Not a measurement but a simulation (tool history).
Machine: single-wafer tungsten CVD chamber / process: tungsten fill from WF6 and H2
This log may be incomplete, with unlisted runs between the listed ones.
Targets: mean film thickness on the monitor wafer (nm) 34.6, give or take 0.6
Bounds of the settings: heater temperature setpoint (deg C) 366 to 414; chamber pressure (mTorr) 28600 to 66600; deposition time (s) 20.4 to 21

run  hour  heater temperature setpoint (deg C)  chamber pressure (mTorr)  deposition time (s)  mean film thickness on the monitor wafer (nm)
  1     0                                  390                     47600                 20.4                                         57.111
  2   4.2                                  387                     47100                 20.4                                         53.717
  3   5.7                                  387                     43000                 20.4                                         52.082
  4   7.4                                  394                     43000                 20.4                                         58.308
  5  13.7                                  394                     43000                   21                                         60.694
  6    22                                  391                     42000                   21                                         55.912
  7    28                                  388                     41700                   21                                         53.934
  8  34.4                                  385                     40700                   21                                         50.065
  9  38.5                                  383                     40400                   21                                         48.136
 10  42.1                                  381                     40100                   21                                         46.182
 11  50.1                                  379                     39900                   21                                         44.452
 12  51.8                                  377                     39700                   21                                          42.68
 13  55.9                                  376                     39600                   21                                         41.485
 14  64.9                                  375                     39600                   21                                         41.055
 15  67.1                                  374                     39500                   21                                         40.462
 16  75.1                                  373                     39400                   21                                         39.341
 17  79.1                                  372                     39400                   21                                         38.573
 18  80.2                                  371                     39400                   21                                         37.755
 19  84.8                                  370                     39400                   21                                         37.017
 20  89.1                                  368                     39300                   21                                         35.719

Next run, 5 choices. One meets every target within its allowed miss, the rest don't. Which?
  A  93.4                                  370                     36600                   21                                              ?
  B  93.4                                  369                     40400                   21                                              ?
  C  93.4                                  370                     38000                   21                                              ?
  D  93.4                                  376                     29600                 20.6                                              ?
  E  93.4                                  370                     36600                 20.4                                              ?

move  mean film thickness on the monitor wafer (nm)
   A                                         35.703
   B                                         36.648
   C                                         36.328
   D                                         35.608
   E                                         34.679
A: just as far off the targets as the last run
B: moves away from the targets compared with the last run
C: moves away from the targets compared with the last run
D: nearer than the last run, and not there yet
E: all results in spec
So the answer is move E, the one that meets all the targets.
